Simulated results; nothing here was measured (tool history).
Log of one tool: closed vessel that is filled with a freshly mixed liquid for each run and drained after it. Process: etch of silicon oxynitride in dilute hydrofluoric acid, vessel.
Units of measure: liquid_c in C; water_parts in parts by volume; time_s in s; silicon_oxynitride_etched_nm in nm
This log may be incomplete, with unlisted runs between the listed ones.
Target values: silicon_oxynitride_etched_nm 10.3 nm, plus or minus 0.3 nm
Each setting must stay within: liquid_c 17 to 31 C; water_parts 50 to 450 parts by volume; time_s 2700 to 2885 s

| run | hour | liquid_c | water_parts | time_s | silicon_oxynitride_etched_nm |
|---|---|---|---|---|---|
| 1 | 0 | 23 | 250 | 2700 | 21.694 |
| 2 | 3.6 | 22 | 270 | 2700 | 18.784 |
| 3 | 9.8 | 21 | 285 | 2700 | 17.243 |
| 4 | 13.9 | 21 | 205 | 2700 | 25.098 |
|  | 17.6 | hydrofluoric acid flow meter replaced |
| 5 | 17.6 | 19.5 | 205 | 2700 | 20.538 |
| 6 | 20.8 | 19.5 | 205 | 2700 | 20.369 |
| 7 | 29.2 | 17 | 305 | 2700 | 11.619 |
| 8 | 38.1 | 17 | 310 | 2700 | 11.435 |
| 9 | 41.7 | 17 | 315 | 2700 | 11.108 |
| 10 | 47.3 | 17 | 320 | 2700 | 10.833 |
| 11 | 56.7 | 17 | 325 | 2700 | 10.824 |

4 next moves are on the table. One of them brings every result within its allowed miss. Which?
| A | 66.1 | 18 | 375 | 2715 | ? |
| B | 66.1 | 17 | 330 | 2825 | ? |
| C | 66.1 | 17.5 | 335 | 2850 | ? |
| D | 66.1 | 21 | 405 | 2860 | ? |

| move | silicon_oxynitride_etched_nm |
|---|---|
| A | 9.4337 |
| B | 10.926 |
| C | 11.077 |
| D | 10.295 |
A: carries the result that was furthest off beyond its target, to the other side
B: lands further from the targets than the last run did
C: lands further from the targets than the last run did
D: all results land within tolerance of their targets
The right move is D.

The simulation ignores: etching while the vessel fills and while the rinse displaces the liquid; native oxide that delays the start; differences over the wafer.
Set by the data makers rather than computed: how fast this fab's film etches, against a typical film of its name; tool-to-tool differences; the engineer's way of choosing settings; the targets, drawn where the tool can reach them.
